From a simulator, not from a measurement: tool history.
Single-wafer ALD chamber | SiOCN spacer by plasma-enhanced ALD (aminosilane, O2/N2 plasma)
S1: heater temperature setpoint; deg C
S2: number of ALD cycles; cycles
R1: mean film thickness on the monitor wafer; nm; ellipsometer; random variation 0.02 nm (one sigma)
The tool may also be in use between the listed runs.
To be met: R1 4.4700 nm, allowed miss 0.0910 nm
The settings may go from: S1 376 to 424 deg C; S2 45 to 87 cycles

run	day	S1	S2	R1
1	0.000	400	66	3.7747
2	0.354	400	68	3.8860
3	0.567	410	68	3.7732
4	0.754	415	68	3.7037
5	1.062	412	70	3.8609
6	1.304	412	66	3.6306
7	1.383	409	68	3.8144
8	1.646	407	69	3.8762
9	1.962	405	70	3.9188
10	1.992	403	71	4.0078
11	2.321	401	72	4.1180
12	2.396	399	73	4.1725
13	2.662	398	74	4.2520
14	2.692	397	74	4.2515
15	2.729	396	74	4.2494
16	2.988	395	74	4.2374
17	3.208	395	75	4.2852
18	3.458	394	75	4.3075

4 next moves are on the table. One of them brings every result within its allowed miss. Which?
A	3.708	386	74	?
B	3.708	392	83	?
C	3.708	398	81	?
D	3.708	388	78	?

move	R1
A	4.2115
B	4.7237
C	4.6098
D	4.4391
A: further off than the last run
B: takes the result that was furthest off past its target
C: takes the result that was furthest off past its target
D: meets every target
Answer: D

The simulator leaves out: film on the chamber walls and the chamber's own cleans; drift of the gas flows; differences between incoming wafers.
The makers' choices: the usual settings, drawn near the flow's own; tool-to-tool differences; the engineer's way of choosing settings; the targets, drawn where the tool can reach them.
